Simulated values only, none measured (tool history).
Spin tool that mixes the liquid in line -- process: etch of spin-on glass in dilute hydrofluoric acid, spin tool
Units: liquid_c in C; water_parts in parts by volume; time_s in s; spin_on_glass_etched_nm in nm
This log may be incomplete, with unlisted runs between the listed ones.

Run 1, day 0.000: liquid_c 21.0 C, water_parts 150 parts by volume, time_s 135 s. Result: spin_on_glass_etched_nm 17.481 nm.
Run 2, day 0.283: liquid_c 21.0 C, water_parts 105 parts by volume, time_s 135 s. Result: spin_on_glass_etched_nm 26.049 nm.
Run 3, day 0.508: liquid_c 20.5 C, water_parts 105 parts by volume, time_s 135 s. Result: spin_on_glass_etched_nm 25.724 nm.
Run 4, day 0.588: liquid_c 20.0 C, water_parts 105 parts by volume, time_s 135 s. Result: spin_on_glass_etched_nm 25.063 nm.
Run 5, day 0.871: liquid_c 19.5 C, water_parts 105 parts by volume, time_s 135 s. Result: spin_on_glass_etched_nm 24.559 nm.
Run 6, day 1.021: liquid_c 19.0 C, water_parts 105 parts by volume, time_s 135 s. Result: spin_on_glass_etched_nm 23.933 nm.

Forecast run 7:
Run 7, day 1.300: liquid_c 18.5 C, water_parts 105 parts by volume, time_s 135 s. Result: spin_on_glass_etched_nm ?.

{"run 7": {"spin_on_glass_etched_nm": 23.637}}

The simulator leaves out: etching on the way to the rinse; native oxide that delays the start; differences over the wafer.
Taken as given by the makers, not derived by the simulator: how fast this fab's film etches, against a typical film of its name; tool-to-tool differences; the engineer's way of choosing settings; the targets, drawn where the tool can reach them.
